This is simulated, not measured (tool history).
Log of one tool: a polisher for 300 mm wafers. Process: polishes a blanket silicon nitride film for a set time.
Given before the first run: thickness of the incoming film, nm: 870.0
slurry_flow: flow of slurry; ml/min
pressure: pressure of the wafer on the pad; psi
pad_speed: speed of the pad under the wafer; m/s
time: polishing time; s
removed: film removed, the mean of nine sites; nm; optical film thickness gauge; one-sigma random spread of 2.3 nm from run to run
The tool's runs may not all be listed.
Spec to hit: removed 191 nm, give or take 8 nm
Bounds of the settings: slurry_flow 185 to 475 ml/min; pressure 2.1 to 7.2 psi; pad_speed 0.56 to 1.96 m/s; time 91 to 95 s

| run | hour | slurry_flow | pressure | pad_speed | time | removed |
|---|---|---|---|---|---|---|
| 1 | 0 | 305 | 4.6 | 1.26 | 91 | 275.18 |
| 2 | 0.8 | 305 | 4.1 | 1.24 | 91 | 245.64 |
| 3 | 2.2 | 245 | 4.1 | 1.24 | 91 | 236.78 |
| 4 | 5.7 | 245 | 4.1 | 1.24 | 91 | 239.81 |
| 5 | 13.7 | 245 | 3.8 | 1.24 | 91 | 217.68 |
| 6 | 15.4 | 245 | 3.7 | 1.24 | 91 | 215.45 |
| 7 | 21 | 245 | 3.6 | 1.24 | 91 | 211.35 |
| 8 | 23.4 | 245 | 3.5 | 1.24 | 91 | 201.26 |

Of the 4 settings listed for the next run, only one would bring every result within its allowed miss of target. Which one?
| A | 25.8 | 270 | 3.3 | 1.42 | 95 | ? |
| B | 25.8 | 290 | 3 | 1.3 | 95 | ? |
| C | 25.8 | 240 | 3.2 | 1.52 | 92 | ? |
| D | 25.8 | 255 | 3.3 | 1.38 | 91 | ? |

| move | removed |
|---|---|
| A | 218.82 |
| B | 192.58 |
| C | 210.27 |
| D | 205.38 |
A: further off than the last run
B: all results land within tolerance of their targets
C: further off than the last run
D: further off than the last run
B is the move that brings every result within its allowed miss.

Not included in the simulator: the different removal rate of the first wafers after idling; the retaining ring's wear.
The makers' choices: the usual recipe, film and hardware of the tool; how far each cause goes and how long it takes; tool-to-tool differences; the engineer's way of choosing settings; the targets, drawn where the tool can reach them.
